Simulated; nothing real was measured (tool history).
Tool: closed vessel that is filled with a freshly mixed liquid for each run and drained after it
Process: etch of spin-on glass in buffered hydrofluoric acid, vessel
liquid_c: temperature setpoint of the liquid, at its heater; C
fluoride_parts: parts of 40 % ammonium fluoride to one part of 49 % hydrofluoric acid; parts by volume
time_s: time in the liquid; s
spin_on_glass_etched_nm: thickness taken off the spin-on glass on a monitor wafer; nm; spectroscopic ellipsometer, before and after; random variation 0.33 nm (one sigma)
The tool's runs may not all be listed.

run,hour,liquid_c,fluoride_parts,time_s,spin_on_glass_etched_nm
1,0.0,21.0,13,35,83.144
2,8.9,20.5,13,35,81.255
3,10.3,23.0,13,35,93.046
4,15.8,23.0,13,35,93.630
5,19.4,21.5,13,35,85.290
6,20.1,20.5,13,35,80.871
7,27.1,20.0,13,35,79.071

Run 8 is up next; what results do you expect?
8,30.2,19.5,13,35,?

spin_on_glass_etched_nm: 76.551 nm

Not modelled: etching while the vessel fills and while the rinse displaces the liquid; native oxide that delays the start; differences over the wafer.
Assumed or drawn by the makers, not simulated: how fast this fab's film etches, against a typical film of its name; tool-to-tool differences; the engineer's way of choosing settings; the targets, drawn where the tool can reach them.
